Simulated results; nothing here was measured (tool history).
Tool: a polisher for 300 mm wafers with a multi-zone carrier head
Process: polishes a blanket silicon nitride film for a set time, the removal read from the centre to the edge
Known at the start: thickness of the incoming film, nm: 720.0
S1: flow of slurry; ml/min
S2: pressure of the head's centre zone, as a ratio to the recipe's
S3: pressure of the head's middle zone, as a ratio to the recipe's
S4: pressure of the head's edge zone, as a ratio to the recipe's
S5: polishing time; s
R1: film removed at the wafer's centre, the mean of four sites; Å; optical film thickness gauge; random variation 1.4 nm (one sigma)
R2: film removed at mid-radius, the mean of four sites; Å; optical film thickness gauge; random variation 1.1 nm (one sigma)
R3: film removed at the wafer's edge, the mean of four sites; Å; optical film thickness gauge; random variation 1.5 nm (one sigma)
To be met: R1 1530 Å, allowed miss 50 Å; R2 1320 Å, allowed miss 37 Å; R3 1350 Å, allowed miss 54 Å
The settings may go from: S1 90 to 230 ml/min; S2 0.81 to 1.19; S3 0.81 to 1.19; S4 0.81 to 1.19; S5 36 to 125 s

run,hour,S1,S2,S3,S4,S5,R1,R2,R3
1,0,150,1,1,1,80,2422.5,2245.4,2271.1
2,0.9,120,1,1,1,80,2314,2171.9,2227.1
3,7.7,120,1.07,1,1,80,2476.1,2199.7,2275.8
4,13.7,120,1,1,1,80,2293.8,2183.5,2262.4
5,14.9,150,1,1,1,80,2375.1,2268.7,2331.1
6,17.7,180,1,1,1,80,2455,2298.3,2313.8
7,23.6,180,1,0.99,0.99,76,2278.7,2171.2,2205.8
8,32,140,1.1,0.91,0.89,54,1750.8,1421.3,1456.9

5 next moves are on the table. One of them brings every result within its allowed miss. Which?
A,40.4,115,1.07,1.11,0.81,53,?,?,?
B,40.4,155,1.15,0.81,0.89,55,?,?,?
C,40.4,125,1.13,1.01,0.92,58,?,?,?
D,40.4,145,1.02,0.91,0.88,50,?,?,?
E,40.4,185,1.19,0.96,0.89,55,?,?,?

move,R1,R2,R3
A,1639.7,1534.7,1371.1
B,1906.5,1373.5,1528.8
C,1918,1601.2,1602.4
D,1522.6,1323.3,1373.2
E,2022,1545.2,1550.2
A: further off than the last run
B: further off than the last run
C: further off than the last run
D: meets every target
E: further off than the last run
Answer: D
